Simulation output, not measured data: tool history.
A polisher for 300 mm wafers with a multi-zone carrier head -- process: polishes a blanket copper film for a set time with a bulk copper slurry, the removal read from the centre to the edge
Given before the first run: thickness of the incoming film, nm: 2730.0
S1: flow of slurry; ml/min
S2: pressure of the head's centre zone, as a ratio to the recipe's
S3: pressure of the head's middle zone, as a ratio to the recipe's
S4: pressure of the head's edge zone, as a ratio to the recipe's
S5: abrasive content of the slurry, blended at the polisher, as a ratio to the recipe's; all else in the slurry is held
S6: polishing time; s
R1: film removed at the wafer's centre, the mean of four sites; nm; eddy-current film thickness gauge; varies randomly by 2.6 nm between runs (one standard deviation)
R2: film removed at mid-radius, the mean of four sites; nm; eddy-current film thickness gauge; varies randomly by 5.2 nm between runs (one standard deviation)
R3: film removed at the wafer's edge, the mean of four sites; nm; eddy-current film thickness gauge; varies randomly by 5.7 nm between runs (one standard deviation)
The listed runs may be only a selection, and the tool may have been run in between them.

Run 1, day 0: S1 130 ml/min, S2 1, S3 1, S4 1, S5 1, S6 74 s. Result: R1 604.53 nm, R2 612.22 nm, R3 610.75 nm.
Run 2, day 0.271: S1 150 ml/min, S2 1, S3 1, S4 1, S5 1, S6 74 s. Result: R1 634 nm, R2 631.12 nm, R3 641.69 nm.
Run 3, day 0.608: S1 145 ml/min, S2 0.99, S3 0.98, S4 1, S5 0.95, S6 72 s. Result: R1 598.78 nm, R2 582.49 nm, R3 591.21 nm.
Run 4, day 0.921: S1 155 ml/min, S2 0.99, S3 0.98, S4 1, S5 0.95, S6 72 s. Result: R1 609.5 nm, R2 613.17 nm, R3 606.52 nm.
Run 5, day 1.058: S1 145 ml/min, S2 0.97, S3 0.96, S4 1.02, S5 0.9, S6 71 s. Result: R1 563.24 nm, R2 568.89 nm, R3 582.64 nm.
Run 6, day 1.208: S1 140 ml/min, S2 0.97, S3 0.94, S4 1.03, S5 0.85, S6 70 s. Result: R1 556.25 nm, R2 545.95 nm, R3 577.17 nm.
Run 7, day 1.362: S1 135 ml/min, S2 0.96, S3 0.92, S4 1.03, S5 0.8, S6 69 s. Result: R1 525.11 nm, R2 507.15 nm, R3 543.74 nm.
Run 8, day 1.512: S1 130 ml/min, S2 0.95, S3 0.9, S4 1.02, S5 0.75, S6 69 s. Result: R1 499.04 nm, R2 488.87 nm, R3 542.61 nm.

Predict the results of run 9:
Run 9, day 1.825: S1 130 ml/min, S2 0.95, S3 0.89, S4 1, S5 0.7, S6 68 s. Result: R1 ?, R2 ?, R3 ?.

R1: 492.34 nm
R2: 469.31 nm
R3: 511.85 nm
